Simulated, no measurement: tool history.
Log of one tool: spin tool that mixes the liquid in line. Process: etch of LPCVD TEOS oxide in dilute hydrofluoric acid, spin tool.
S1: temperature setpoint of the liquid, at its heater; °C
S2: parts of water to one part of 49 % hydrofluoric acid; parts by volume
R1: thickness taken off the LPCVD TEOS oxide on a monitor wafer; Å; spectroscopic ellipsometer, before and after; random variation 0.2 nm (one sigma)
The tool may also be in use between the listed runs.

run 1 day=0 | S1=25 S2=275 time_under_the_liquid_(s)=285 | R1=136.83
run 2 day=0.188 | S1=27 S2=260 time_under_the_liquid_(s)=285 | R1=158.78
run 3 day=0.45 | S1=27 S2=305 time_under_the_liquid_(s)=285 | R1=130.49
run 4 day=0.55 | S1=28.5 S2=285 time_under_the_liquid_(s)=285 | R1=148.66
run 5 day=0.617 | S1=29.5 S2=265 time_under_the_liquid_(s)=285 | R1=170.17
run 6 day=0.862 | S1=30.5 S2=255 time_under_the_liquid_(s)=285 | R1=185.65
run 7 day=1.067 | S1=31 S2=250 time_under_the_liquid_(s)=285 | R1=193.65
run 8 day=1.321 | S1=31.5 S2=245 time_under_the_liquid_(s)=285 | R1=200.36
run 9 day=1.6 | S1=32 S2=240 time_under_the_liquid_(s)=285 | R1=208.1

The next listed run, before its measurement:
run 10 day=1.95 | S1=33 S2=225 time_under_the_liquid_(s)=285 | R1=?

{"run 10": {"R1": 240.02}}
